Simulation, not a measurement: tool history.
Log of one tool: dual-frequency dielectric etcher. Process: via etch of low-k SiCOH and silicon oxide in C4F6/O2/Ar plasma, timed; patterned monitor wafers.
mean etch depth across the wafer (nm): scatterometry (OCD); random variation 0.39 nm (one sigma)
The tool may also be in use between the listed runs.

| run | day | source power (kW) | bias power (kW) | etch time (s) | mean etch depth across the wafer (nm) |
|---|---|---|---|---|---|
| 1 | 0 | 0.48 | 0.184 | 52.5 | 155.44 |
| 2 | 0.254 | 0.49 | 0.184 | 52.5 | 157.12 |
| 3 | 0.6 | 0.49 | 0.172 | 52.5 | 152.35 |
| 4 | 0.938 | 0.49 | 0.19 | 52.5 | 159.11 |
| 5 | 1.283 | 0.5 | 0.19 | 52.5 | 160.44 |
| 6 | 1.425 | 0.51 | 0.19 | 52.5 | 162.17 |

Forecast run 7:
| 7 | 1.567 | 0.52 | 0.19 | 52.5 | ? |

Run 7 gave mean etch depth across the wafer (nm) 163.6.
